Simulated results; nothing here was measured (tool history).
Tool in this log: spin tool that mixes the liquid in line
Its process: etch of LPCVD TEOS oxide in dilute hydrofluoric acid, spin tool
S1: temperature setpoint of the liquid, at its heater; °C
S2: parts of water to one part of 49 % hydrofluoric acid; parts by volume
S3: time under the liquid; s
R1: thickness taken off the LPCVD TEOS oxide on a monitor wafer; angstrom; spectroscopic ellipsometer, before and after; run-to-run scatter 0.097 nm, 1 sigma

run,hour,S1,S2,S3,R1
1,0,22,70,15,102.22
2,2.5,22,60,15,120.26
3,4.8,23.5,60,15,127.84
4,13.2,23.5,60,15,127.42
5,14.1,23.5,75,15,100.45
6,21.3,25,75,15,106.67
7,24.6,29,50,15,193.9
8,28.6,28.5,50,15,189.44
# hour 32.6: hydrofluoric acid flow meter replaced
9,32.6,28,50,15,204.26
10,34.7,24,55,15,155.6
11,39.8,25,55,15,162.41
12,44.1,25.5,55,15,163.45

Expected results for the next run?
13,48.2,26,55,15,?

For run 13 the tool returned R1 168.98 angstrom.
